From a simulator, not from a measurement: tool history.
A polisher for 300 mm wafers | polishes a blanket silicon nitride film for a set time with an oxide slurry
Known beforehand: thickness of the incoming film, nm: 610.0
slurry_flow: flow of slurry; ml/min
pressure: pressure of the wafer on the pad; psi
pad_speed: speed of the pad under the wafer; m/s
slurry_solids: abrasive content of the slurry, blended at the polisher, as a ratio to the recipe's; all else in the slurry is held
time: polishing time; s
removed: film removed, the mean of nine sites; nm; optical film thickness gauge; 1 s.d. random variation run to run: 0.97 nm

run,hour,slurry_flow,pressure,pad_speed,slurry_solids,time,removed
1,0,285,4.3,1.14,1,69,62.554
2,1.7,285,4.5,1.14,1,69,64.14
3,6.6,285,4.5,0.94,1,69,55.199
4,10,285,4.7,0.94,1,69,57.679
5,18.4,285,5.3,0.94,1,69,63.091
6,20.6,285,5.3,0.94,1,69,62.296
7,28.9,285,5.4,0.96,1,69,64.648
8,30.8,285,5.5,0.98,1,69,66.449
9,39.3,285,5.6,1,1,69,68.007
10,47.7,285,5.7,1.02,1,69,70.913
11,52.9,285,6.7,1.06,1,69,83.123
12,60.8,285,6.7,1.08,1,69,82.664

Expected results for the next run?
13,68.8,285,6.7,1.1,1,69,?

{"run 13": {"removed": 83.818}}

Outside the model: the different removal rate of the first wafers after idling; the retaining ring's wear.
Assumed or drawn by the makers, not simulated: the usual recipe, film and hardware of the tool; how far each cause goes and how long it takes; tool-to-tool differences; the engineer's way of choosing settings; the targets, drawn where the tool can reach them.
